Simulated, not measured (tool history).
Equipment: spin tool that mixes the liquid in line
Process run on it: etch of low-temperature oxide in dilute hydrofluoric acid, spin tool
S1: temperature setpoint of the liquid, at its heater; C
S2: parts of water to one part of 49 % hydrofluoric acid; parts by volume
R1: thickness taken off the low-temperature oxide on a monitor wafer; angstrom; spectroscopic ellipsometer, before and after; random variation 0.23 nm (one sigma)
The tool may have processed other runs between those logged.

run 1 hour=0 | S1=21 S2=135 time_under_the_liquid_(s)=115 | R1=123.14
run 2 hour=6.3 | S1=21 S2=135 time_under_the_liquid_(s)=115 | R1=124.24
run 3 hour=10.1 | S1=23.5 S2=115 time_under_the_liquid_(s)=115 | R1=166.04
run 4 hour=11.3 | S1=25.5 S2=105 time_under_the_liquid_(s)=115 | R1=195.59
run 5 hour=16.3 | S1=26.5 S2=95 time_under_the_liquid_(s)=115 | R1=228.31
run 6 hour=24 | S1=27.5 S2=90 time_under_the_liquid_(s)=115 | R1=254.75
run 7 hour=32.3 | S1=28 S2=90 time_under_the_liquid_(s)=115 | R1=259.8

The next listed run, before its measurement:
run 8 hour=35.9 | S1=28.5 S2=90 time_under_the_liquid_(s)=115 | R1=?

Logged for run 8: R1 264.51 angstrom.

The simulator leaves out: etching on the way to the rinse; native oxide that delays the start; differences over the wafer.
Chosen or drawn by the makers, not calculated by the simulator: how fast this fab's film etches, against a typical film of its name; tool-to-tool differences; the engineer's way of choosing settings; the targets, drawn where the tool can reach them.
